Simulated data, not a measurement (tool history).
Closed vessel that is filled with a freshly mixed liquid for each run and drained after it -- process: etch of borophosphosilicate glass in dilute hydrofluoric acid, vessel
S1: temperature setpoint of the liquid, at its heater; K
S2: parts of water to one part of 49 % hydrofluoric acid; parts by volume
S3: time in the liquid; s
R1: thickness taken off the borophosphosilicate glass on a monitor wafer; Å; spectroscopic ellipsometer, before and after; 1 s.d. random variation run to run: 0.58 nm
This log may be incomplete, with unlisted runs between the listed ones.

{"run": 1, "hour": 0.0, "S1": 298.15, "S2": 45, "S3": 95, "R1": 1120.5}
{"run": 2, "hour": 4.0, "S1": 298.15, "S2": 45, "S3": 105, "R1": 1233}
{"run": 3, "hour": 11.8, "S1": 298.15, "S2": 45, "S3": 95, "R1": 1118.7}
{"run": 4, "hour": 20.0, "S1": 300.15, "S2": 45, "S3": 95, "R1": 1215.1}
{"run": 5, "hour": 22.3, "S1": 301.65, "S2": 45, "S3": 95, "R1": 1296.2}
{"run": 6, "hour": 23.3, "S1": 301.65, "S2": 45, "S3": 95, "R1": 1299.7}
{"run": 7, "hour": 32.0, "S1": 302.65, "S2": 45, "S3": 95, "R1": 1350.1}

Run 8, settings as shown, results not yet in. Your forecast:
{"run": 8, "hour": 36.4, "S1": 303.65, "S2": 45, "S3": 95, "R1": "?"}

R1: 1405.1 Å
